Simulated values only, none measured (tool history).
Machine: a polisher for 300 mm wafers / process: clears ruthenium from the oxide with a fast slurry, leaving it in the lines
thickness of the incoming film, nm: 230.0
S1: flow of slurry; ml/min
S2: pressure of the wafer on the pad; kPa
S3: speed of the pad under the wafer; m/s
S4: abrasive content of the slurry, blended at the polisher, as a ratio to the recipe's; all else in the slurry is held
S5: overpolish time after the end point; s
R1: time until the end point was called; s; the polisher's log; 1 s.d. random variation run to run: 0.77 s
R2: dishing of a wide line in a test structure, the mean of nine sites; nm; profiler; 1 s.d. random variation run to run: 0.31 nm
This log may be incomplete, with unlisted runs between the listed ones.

run	hour	S1	S2	S3	S4	S5	R1	R2
1	0.0	260	15.9	1.12	1.00	17	56.795	51.852
2	5.6	260	15.9	1.12	1.00	16	57.547	49.015
3	12.7	260	15.9	1.12	1.00	15	58.519	46.189
4	13.7	260	15.9	0.92	1.00	15	70.688	38.851
5	18.3	265	15.9	0.90	1.05	14	67.566	36.504
6	22.5	265	15.9	0.90	0.90	14	76.590	34.052
7	27.2	280	15.9	0.86	0.95	13	78.439	32.130
8	33.2	265	16.5	0.82	1.00	12	73.984	30.996
9	39.8	255	17.2	0.78	1.05	11	73.347	28.058
10	46.1	245	17.9	0.74	1.10	10	74.583	26.380
11	47.4	235	18.6	0.72	1.15	9	72.350	24.004
12	48.8	165	22.8	0.58	1.40	5	69.989	14.257
13	54.6	165	22.8	0.58	1.40	5	68.061	14.151
14	57.8	175	22.8	0.60	1.40	5	64.474	14.619
15	64.5	240	24.8	0.70	1.40	7	49.186	25.896
16	73.0	235	24.8	0.70	1.40	7	49.930	26.231
17	81.5	230	24.8	0.70	1.40	7	51.276	26.264
18	82.6	220	24.8	0.72	1.40	7	49.582	27.500

What will run 19 give?
19	89.1	290	24.1	0.62	1.50	5	?	?

{"run 19": {"R1": 53.399, "R2": 17.823}}

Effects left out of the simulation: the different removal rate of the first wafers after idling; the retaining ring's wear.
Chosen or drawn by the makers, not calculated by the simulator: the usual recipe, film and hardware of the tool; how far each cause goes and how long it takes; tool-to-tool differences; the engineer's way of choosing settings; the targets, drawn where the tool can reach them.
